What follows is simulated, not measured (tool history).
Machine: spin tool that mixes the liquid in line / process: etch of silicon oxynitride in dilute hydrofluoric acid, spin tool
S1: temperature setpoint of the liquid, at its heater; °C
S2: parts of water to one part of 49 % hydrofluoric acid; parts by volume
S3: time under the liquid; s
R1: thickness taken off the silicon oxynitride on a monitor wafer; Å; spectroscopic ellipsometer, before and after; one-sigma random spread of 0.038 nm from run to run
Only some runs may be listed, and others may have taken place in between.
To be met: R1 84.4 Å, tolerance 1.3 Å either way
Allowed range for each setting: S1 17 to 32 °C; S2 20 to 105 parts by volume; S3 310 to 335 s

run  hour    S1  S2   S3      R1
  1     0    24  55  310  142.88
  2   7.8    22  60  310  119.43
  3  12.6  20.5  60  310  111.02
  4  15.8  19.5  60  310  105.08
  5  22.5  19.5  60  335  113.96
  6  28.1    19  65  335  102.11
  7  30.5  18.5  65  335  99.101
  8  39.1    18  65  335  97.405

Of the 5 settings listed for the next run, only one would bring every result within its allowed miss of target. Which one?
  A  47.7    20  55  330   ?
  B  47.7    19  80  330   ?
  C  47.7  17.5  70  325   ?
  D  47.7  17.5  65  325   ?
  E  47.7    18  70  325   ?

move      R1
   A  125.24
   B   80.46
   C  84.552
   D  91.356
   E  86.721
A: the biggest miss grows against the last run
B: takes the biggest miss from the last run beyond its target
C: all results land within tolerance of their targets
D: an improvement on the last run, though not all results are within tolerance
E: an improvement on the last run, though not all results are within tolerance
C meets every target.
